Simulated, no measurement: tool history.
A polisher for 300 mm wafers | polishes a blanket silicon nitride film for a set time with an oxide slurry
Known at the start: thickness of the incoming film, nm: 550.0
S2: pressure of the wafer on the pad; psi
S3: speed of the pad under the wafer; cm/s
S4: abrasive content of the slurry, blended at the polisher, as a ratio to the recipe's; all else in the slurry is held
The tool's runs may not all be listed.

run 1 hour=0 | flow_of_slurry_(ml/min)=155 S2=3.3 S3=142 S4=1 polishing_time_(s)=96 | film_removed_(Å)=631.81
run 2 hour=1.9 | flow_of_slurry_(ml/min)=155 S2=3.3 S3=142 S4=1.2 polishing_time_(s)=96 | film_removed_(Å)=706.72
run 3 hour=5.7 | flow_of_slurry_(ml/min)=155 S2=3.3 S3=172 S4=1.2 polishing_time_(s)=96 | film_removed_(Å)=797.32
run 4 hour=13.3 | flow_of_slurry_(ml/min)=125 S2=3.3 S3=172 S4=1.2 polishing_time_(s)=96 | film_removed_(Å)=773
run 5 hour=17.8 | flow_of_slurry_(ml/min)=120 S2=2.9 S3=148 S4=1.15 polishing_time_(s)=96 | film_removed_(Å)=600.83
-- hour=22 head pressure recalibrated
run 6 hour=22 | flow_of_slurry_(ml/min)=115 S2=2.6 S3=130 S4=1.1 polishing_time_(s)=96 | film_removed_(Å)=526.36
run 7 hour=25 | flow_of_slurry_(ml/min)=110 S2=2.4 S3=116 S4=1 polishing_time_(s)=96 | film_removed_(Å)=427.99
run 8 hour=27.3 | flow_of_slurry_(ml/min)=110 S2=2.2 S3=104 S4=0.95 polishing_time_(s)=96 | film_removed_(Å)=348.38
run 9 hour=28.5 | flow_of_slurry_(ml/min)=110 S2=2 S3=98 S4=0.95 polishing_time_(s)=96 | film_removed_(Å)=310.37
run 10 hour=31 | flow_of_slurry_(ml/min)=105 S2=1.5 S3=84 S4=0.95 polishing_time_(s)=96 | film_removed_(Å)=214.11

Run 11 comes next. What will it give?
run 11 hour=33.6 | flow_of_slurry_(ml/min)=105 S2=1.6 S3=84 S4=0.95 polishing_time_(s)=96 | film_removed_(Å)=?

film removed (Å): 226.03

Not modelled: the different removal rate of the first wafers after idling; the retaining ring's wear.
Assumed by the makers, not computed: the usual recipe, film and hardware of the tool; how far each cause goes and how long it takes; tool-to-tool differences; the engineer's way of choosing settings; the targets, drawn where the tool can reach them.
